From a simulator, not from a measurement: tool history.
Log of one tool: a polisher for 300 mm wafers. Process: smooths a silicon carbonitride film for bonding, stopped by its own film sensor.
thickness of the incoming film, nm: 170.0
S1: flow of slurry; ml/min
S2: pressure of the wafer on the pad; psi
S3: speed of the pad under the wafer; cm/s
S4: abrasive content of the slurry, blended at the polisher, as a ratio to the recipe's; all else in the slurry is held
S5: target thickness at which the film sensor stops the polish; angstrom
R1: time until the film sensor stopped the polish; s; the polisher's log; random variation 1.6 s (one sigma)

run	hour	S1	S2	S3	S4	S5	R1
1	0	205	2.3	94	1	1560	62.878
2	5.7	205	2.2	94	1	1560	65.675
3	9.7	205	2.2	94	1	1560	65.193
4	14.1	205	2.2	94	1	1560	63.646
5	22.1	205	2.2	94	1	1580	54.825
6	30.3	205	2.1	90	1	1580	60.58
7	34.6	205	2	88	1	1580	63.643
8	42.4	205	1.9	86	1	1580	66.428
9	45.8	205	1.8	82	1	1580	70.89

Forecast run 10:
10	46.7	205	1.7	80	1	1580	?

{"run 10": {"R1": 71.795}}

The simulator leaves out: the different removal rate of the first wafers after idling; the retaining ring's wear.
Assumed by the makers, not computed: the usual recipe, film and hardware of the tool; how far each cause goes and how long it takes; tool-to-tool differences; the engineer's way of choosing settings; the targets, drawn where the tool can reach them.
